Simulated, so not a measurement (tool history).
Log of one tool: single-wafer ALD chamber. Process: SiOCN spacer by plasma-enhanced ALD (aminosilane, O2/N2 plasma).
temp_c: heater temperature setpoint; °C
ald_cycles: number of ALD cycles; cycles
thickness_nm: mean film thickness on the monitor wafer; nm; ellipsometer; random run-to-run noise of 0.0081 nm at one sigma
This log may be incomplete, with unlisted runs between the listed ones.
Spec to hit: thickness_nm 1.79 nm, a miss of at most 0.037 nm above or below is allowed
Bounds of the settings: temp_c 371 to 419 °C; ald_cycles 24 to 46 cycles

{"run": 1, "hour": 0.0, "temp_c": 395, "ald_cycles": 35, "thickness_nm": 2.0874}
{"run": 2, "hour": 8.0, "temp_c": 395, "ald_cycles": 34, "thickness_nm": 2.0481}
{"run": 3, "hour": 10.7, "temp_c": 395, "ald_cycles": 36, "thickness_nm": 2.147}
{"run": 4, "hour": 13.7, "temp_c": 389, "ald_cycles": 36, "thickness_nm": 2.1321}
{"run": 5, "hour": 17.1, "temp_c": 385, "ald_cycles": 36, "thickness_nm": 2.1567}
{"run": 6, "hour": 18.6, "temp_c": 385, "ald_cycles": 34, "thickness_nm": 2.0345}
{"run": 7, "hour": 27.2, "temp_c": 385, "ald_cycles": 33, "thickness_nm": 1.9724}
{"run": 8, "hour": 32.2, "temp_c": 385, "ald_cycles": 32, "thickness_nm": 1.9113}
{"run": 9, "hour": 39.6, "temp_c": 385, "ald_cycles": 29, "thickness_nm": 1.7349}
{"run": 10, "hour": 46.3, "temp_c": 385, "ald_cycles": 29, "thickness_nm": 1.7218}

Next run, 4 choices. One meets every target within its allowed miss, the rest don't. Which?
{"run": "A", "hour": 53.0, "temp_c": 381, "ald_cycles": 28, "thickness_nm": "?"}
{"run": "B", "hour": 53.0, "temp_c": 377, "ald_cycles": 28, "thickness_nm": "?"}
{"run": "C", "hour": 53.0, "temp_c": 384, "ald_cycles": 28, "thickness_nm": "?"}
{"run": "D", "hour": 53.0, "temp_c": 389, "ald_cycles": 30, "thickness_nm": "?"}

move=A thickness_nm=1.6799
move=B thickness_nm=1.6799
move=C thickness_nm=1.6799
move=D thickness_nm=1.7999
A: moves away from the targets compared with the last run
B: moves away from the targets compared with the last run
C: moves away from the targets compared with the last run
D: in spec on every target
D meets every target.

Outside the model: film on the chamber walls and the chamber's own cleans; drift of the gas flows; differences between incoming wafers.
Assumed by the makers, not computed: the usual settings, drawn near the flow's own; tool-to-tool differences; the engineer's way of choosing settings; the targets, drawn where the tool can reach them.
